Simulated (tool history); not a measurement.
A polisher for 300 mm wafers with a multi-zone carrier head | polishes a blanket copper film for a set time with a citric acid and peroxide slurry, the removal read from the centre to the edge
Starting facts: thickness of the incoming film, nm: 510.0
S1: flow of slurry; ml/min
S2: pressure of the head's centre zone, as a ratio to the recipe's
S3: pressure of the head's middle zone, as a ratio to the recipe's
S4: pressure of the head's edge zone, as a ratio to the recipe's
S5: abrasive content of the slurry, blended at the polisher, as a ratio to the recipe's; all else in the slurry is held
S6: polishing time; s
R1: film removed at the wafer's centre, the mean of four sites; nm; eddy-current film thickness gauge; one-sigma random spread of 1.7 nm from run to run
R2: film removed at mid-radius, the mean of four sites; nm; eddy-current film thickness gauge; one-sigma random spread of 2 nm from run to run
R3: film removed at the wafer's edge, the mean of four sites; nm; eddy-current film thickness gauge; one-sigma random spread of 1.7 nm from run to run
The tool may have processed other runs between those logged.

{"run": 1, "day": 0.0, "S1": 290, "S2": 1.0, "S3": 1.0, "S4": 1.0, "S5": 1.0, "S6": 65, "R1": 134.63, "R2": 136.3, "R3": 138.05}
{"run": 2, "day": 0.046, "S1": 290, "S2": 1.0, "S3": 1.0, "S4": 1.0, "S5": 1.0, "S6": 55, "R1": 115.79, "R2": 116.37, "R3": 112.44}
{"run": 3, "day": 0.338, "S1": 290, "S2": 1.0, "S3": 1.0, "S4": 1.0, "S5": 1.0, "S6": 43, "R1": 90.601, "R2": 89.172, "R3": 90.642}
{"run": 4, "day": 0.425, "S1": 290, "S2": 1.0, "S3": 1.05, "S4": 1.0, "S5": 1.0, "S6": 43, "R1": 92.486, "R2": 92.407, "R3": 88.389}
{"run": 5, "day": 0.55, "S1": 290, "S2": 1.0, "S3": 1.13, "S4": 1.0, "S5": 1.0, "S6": 43, "R1": 88.51, "R2": 100.64, "R3": 88.959}
{"run": 6, "day": 0.804, "S1": 295, "S2": 1.02, "S3": 1.14, "S4": 1.03, "S5": 1.15, "S6": 50, "R1": 113.25, "R2": 120.45, "R3": 109.84}

Forecast run 7:
{"run": 7, "day": 1.154, "S1": 300, "S2": 1.0, "S3": 1.16, "S4": 1.02, "S5": 1.25, "S6": 55, "R1": "?", "R2": "?", "R3": "?"}

{"run 7": {"R1": 121.78, "R2": 138.81, "R3": 122.84}}

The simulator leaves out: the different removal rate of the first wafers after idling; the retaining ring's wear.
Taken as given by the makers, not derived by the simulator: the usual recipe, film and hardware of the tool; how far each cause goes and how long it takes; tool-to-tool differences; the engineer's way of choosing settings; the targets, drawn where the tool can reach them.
